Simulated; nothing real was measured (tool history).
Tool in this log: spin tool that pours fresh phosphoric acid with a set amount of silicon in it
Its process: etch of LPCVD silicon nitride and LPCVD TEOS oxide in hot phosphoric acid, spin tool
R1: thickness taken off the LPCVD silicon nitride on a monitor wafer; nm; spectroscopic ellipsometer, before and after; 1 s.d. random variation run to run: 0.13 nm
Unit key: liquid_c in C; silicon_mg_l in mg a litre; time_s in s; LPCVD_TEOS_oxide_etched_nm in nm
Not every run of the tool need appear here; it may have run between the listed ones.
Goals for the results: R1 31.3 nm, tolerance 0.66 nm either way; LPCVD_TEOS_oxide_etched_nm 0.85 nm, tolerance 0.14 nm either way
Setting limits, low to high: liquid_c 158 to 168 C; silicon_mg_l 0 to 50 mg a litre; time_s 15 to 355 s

run 1 hour=0 | liquid_c=163 silicon_mg_l=25 time_s=180 | R1=20.145 LPCVD_TEOS_oxide_etched_nm=0.70853
run 2 hour=7.3 | liquid_c=161.5 silicon_mg_l=25 time_s=180 | R1=19.08 LPCVD_TEOS_oxide_etched_nm=0.6758
run 3 hour=8.1 | liquid_c=163.5 silicon_mg_l=25 time_s=180 | R1=20.589 LPCVD_TEOS_oxide_etched_nm=0.73099
run 4 hour=11.9 | liquid_c=162.5 silicon_mg_l=25 time_s=180 | R1=19.848 LPCVD_TEOS_oxide_etched_nm=0.68421
run 5 hour=12.9 | liquid_c=162.5 silicon_mg_l=15.5 time_s=180 | R1=19.751 LPCVD_TEOS_oxide_etched_nm=0.91947
run 6 hour=21 | liquid_c=164.5 silicon_mg_l=15.5 time_s=180 | R1=21.407 LPCVD_TEOS_oxide_etched_nm=0.96756
run 7 hour=27.3 | liquid_c=165 silicon_mg_l=18.5 time_s=190 | R1=22.719 LPCVD_TEOS_oxide_etched_nm=1.1025
run 8 hour=28.6 | liquid_c=165.5 silicon_mg_l=24 time_s=200 | R1=24.511 LPCVD_TEOS_oxide_etched_nm=0.92215
run 9 hour=37.4 | liquid_c=165.5 silicon_mg_l=24 time_s=200 | R1=24.247 LPCVD_TEOS_oxide_etched_nm=0.9971
run 10 hour=38.2 | liquid_c=166 silicon_mg_l=27.5 time_s=210 | R1=25.959 LPCVD_TEOS_oxide_etched_nm=0.85855

Which single option among these 4 for the next run brings every result within its allowed miss of target? Just one does.
run A hour=39 | liquid_c=166.5 silicon_mg_l=32.5 time_s=225 | R1=? LPCVD_TEOS_oxide_etched_nm=?
run B hour=39 | liquid_c=167.5 silicon_mg_l=19 time_s=160 | R1=? LPCVD_TEOS_oxide_etched_nm=?
run C hour=39 | liquid_c=165.5 silicon_mg_l=25.5 time_s=195 | R1=? LPCVD_TEOS_oxide_etched_nm=?
run D hour=39 | liquid_c=164.5 silicon_mg_l=32.5 time_s=265 | R1=? LPCVD_TEOS_oxide_etched_nm=?

move=A R1=28.375 LPCVD_TEOS_oxide_etched_nm=0.84083
move=B R1=20.845 LPCVD_TEOS_oxide_etched_nm=1.135
move=C R1=23.801 LPCVD_TEOS_oxide_etched_nm=0.94855
move=D R1=31.301 LPCVD_TEOS_oxide_etched_nm=0.85707
A: moves toward the targets from the last run without getting all of them in spec
B: misses by more than the last run did
C: misses by more than the last run did
D: all results in spec
D is the move that brings every result within its allowed miss.

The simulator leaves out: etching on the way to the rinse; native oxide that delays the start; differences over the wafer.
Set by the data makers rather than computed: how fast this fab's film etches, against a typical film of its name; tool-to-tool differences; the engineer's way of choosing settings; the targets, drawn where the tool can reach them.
